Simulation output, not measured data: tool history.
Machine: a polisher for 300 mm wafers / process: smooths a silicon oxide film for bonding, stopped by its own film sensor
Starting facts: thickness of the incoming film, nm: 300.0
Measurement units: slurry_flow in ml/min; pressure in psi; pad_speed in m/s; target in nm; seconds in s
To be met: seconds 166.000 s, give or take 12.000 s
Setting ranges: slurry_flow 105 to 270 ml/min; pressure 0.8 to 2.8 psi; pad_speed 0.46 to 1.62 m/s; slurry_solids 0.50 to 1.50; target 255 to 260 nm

{"run": 1, "hour": 0.0, "slurry_flow": 175, "pressure": 1.8, "pad_speed": 1.04, "slurry_solids": 1.0, "target": 255, "seconds": 70.262}
{"run": 2, "hour": 5.4, "slurry_flow": 170, "pressure": 1.5, "pad_speed": 0.92, "slurry_solids": 0.95, "target": 255, "seconds": 90.96}
{"run": 3, "hour": 10.3, "slurry_flow": 170, "pressure": 1.5, "pad_speed": 0.7, "slurry_solids": 0.95, "target": 255, "seconds": 107.41}
{"run": 4, "hour": 15.3, "slurry_flow": 170, "pressure": 1.3, "pad_speed": 0.66, "slurry_solids": 0.95, "target": 255, "seconds": 127.75}
{"run": 5, "hour": 22.8, "slurry_flow": 170, "pressure": 1.2, "pad_speed": 0.64, "slurry_solids": 0.95, "target": 255, "seconds": 137.53}
{"run": 6, "hour": 27.6, "slurry_flow": 170, "pressure": 1.2, "pad_speed": 0.64, "slurry_solids": 0.95, "target": 260, "seconds": 119.18}
{"run": 7, "hour": 30.7, "slurry_flow": 170, "pressure": 0.8, "pad_speed": 0.48, "slurry_solids": 0.9, "target": 259, "seconds": 213.38}
{"run": 8, "hour": 33.6, "slurry_flow": 170, "pressure": 0.9, "pad_speed": 0.48, "slurry_solids": 0.9, "target": 259, "seconds": 189.23}

Pick the move, out of 4, that brings all results within their allowed miss; only one does.
{"run": "A", "hour": 36.5, "slurry_flow": 195, "pressure": 0.9, "pad_speed": 0.52, "slurry_solids": 0.85, "target": 258, "seconds": "?"}
{"run": "B", "hour": 36.5, "slurry_flow": 160, "pressure": 1.0, "pad_speed": 0.5, "slurry_solids": 1.0, "target": 259, "seconds": "?"}
{"run": "C", "hour": 36.5, "slurry_flow": 175, "pressure": 0.9, "pad_speed": 0.5, "slurry_solids": 0.85, "target": 260, "seconds": "?"}
{"run": "D", "hour": 36.5, "slurry_flow": 140, "pressure": 0.8, "pad_speed": 0.54, "slurry_solids": 1.0, "target": 260, "seconds": "?"}

move=A seconds=188.900
move=B seconds=160.210
move=C seconds=185.090
move=D seconds=189.030
A: no nearer and no further than the last run
B: hits every target within its allowed miss
C: moves toward the targets from the last run without getting all of them in spec
D: no nearer and no further than the last run
Move B is the one to make.
